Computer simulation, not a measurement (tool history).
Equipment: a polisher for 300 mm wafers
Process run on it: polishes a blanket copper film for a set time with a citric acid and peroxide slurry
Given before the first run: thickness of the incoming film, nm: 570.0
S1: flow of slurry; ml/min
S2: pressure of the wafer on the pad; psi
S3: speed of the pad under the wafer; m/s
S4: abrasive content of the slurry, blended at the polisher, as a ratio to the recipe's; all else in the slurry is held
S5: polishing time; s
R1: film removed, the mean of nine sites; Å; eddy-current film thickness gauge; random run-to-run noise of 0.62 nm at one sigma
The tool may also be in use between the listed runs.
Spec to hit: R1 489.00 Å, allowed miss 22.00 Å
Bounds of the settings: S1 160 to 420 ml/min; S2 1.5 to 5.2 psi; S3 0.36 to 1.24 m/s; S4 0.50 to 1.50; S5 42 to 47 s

| run | hour | S1 | S2 | S3 | S4 | S5 | R1 |
|---|---|---|---|---|---|---|---|
| 1 | 0.0 | 270 | 3.3 | 0.80 | 1.00 | 47 | 1110.50 |
| 2 | 2.4 | 205 | 3.3 | 0.80 | 1.00 | 47 | 1068.30 |
| 3 | 10.6 | 205 | 2.9 | 0.80 | 1.00 | 47 | 945.87 |
| 4 | 15.5 | 205 | 2.6 | 0.76 | 1.00 | 47 | 793.30 |
| 5 | 21.2 | 205 | 2.6 | 0.56 | 1.00 | 47 | 622.37 |
| 6 | 29.9 | 205 | 2.4 | 0.56 | 1.00 | 47 | 583.55 |
| 7 | 35.9 | 205 | 2.4 | 0.56 | 1.00 | 47 | 574.35 |
| 8 | 44.5 | 205 | 2.3 | 0.56 | 1.00 | 47 | 560.25 |

Of the 4 settings listed for the next run, only one would bring every result within its allowed miss of target. Which one?
| A | 53.1 | 195 | 2.5 | 0.60 | 1.40 | 47 | ? |
| B | 53.1 | 180 | 2.1 | 0.60 | 0.85 | 46 | ? |
| C | 53.1 | 195 | 2.7 | 0.38 | 0.85 | 46 | ? |
| D | 53.1 | 210 | 2.2 | 0.60 | 0.65 | 42 | ? |

| move | R1 |
|---|---|
| A | 710.31 |
| B | 499.20 |
| C | 451.73 |
| D | 438.77 |
A: misses by more than the last run did
B: each result inside its tolerance
C: carries the result that was furthest off beyond its target, to the other side
D: carries the result that was furthest off beyond its target, to the other side
B meets every target.
